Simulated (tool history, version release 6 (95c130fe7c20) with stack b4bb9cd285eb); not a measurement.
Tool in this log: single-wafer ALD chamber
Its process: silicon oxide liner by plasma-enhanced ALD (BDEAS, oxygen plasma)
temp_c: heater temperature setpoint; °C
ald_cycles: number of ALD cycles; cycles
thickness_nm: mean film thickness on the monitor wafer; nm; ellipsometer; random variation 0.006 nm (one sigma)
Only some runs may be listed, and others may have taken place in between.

run,hour,temp_c,ald_cycles,thickness_nm
1,0.0,320,41,3.3996
2,1.6,320,46,3.8006
3,8.5,325,46,3.7636
4,14.8,325,45,3.7020
5,18.4,325,39,3.2090
6,19.9,335,39,3.1522
7,24.2,335,39,3.1572

Run 8 has not been measured yet. What should we expect?
8,31.5,335,39,?

Logged for run 8: thickness_nm 3.1493 nm.
